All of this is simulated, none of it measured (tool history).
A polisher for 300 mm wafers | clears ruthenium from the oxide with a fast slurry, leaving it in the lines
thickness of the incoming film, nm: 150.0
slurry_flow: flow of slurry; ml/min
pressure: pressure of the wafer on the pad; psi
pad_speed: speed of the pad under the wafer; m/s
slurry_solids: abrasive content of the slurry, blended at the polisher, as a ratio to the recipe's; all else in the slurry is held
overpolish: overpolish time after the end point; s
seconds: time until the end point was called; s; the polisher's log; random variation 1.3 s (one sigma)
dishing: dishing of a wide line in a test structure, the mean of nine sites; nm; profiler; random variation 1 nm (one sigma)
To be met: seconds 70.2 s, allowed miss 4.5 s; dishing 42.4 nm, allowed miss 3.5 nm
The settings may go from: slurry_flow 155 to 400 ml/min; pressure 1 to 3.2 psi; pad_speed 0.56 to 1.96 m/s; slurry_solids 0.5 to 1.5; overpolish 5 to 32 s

run  hour  slurry_flow  pressure  pad_speed  slurry_solids  overpolish  seconds  dishing
  1     0          255       2.1       1.26              1          16   41.155   47.671
  2   2.9          255       2.3       1.26              1          16   38.856   49.618
  3   7.1          255       2.3       1.46              1          16   33.689   58.812
  4     9          255       2.7       1.46              1          16   28.875   65.716
  5  15.4          255       2.7       1.46            1.2          16   26.603   72.744
  6  22.1          255       2.7       1.62            1.2          16   24.322   78.941
  7  30.3          250       2.2        1.4           1.15          18   33.469    63.05
  8  38.3          250       1.8       1.24            1.1          20   44.987   54.874

4 next moves are on the table. One of them brings every result within its allowed miss. Which?
  A  46.3          230       1.5        0.9              1          30        ?        ?
  B  46.3          385       1.3       0.88            1.3          19        ?        ?
  C  46.3          250       1.6          1           0.95          21        ?        ?
  D  46.3          185       1.4          1              1          25        ?        ?

move  seconds  dishing
   A     69.9   50.672
   B   65.678   35.547
   C   62.783   40.571
   D    70.68   42.668
A: brings the result that was furthest off to its target, and leaves another outside
B: nearer than the last run, and not there yet
C: nearer than the last run, and not there yet
D: meets every target
Move D is the one to make.
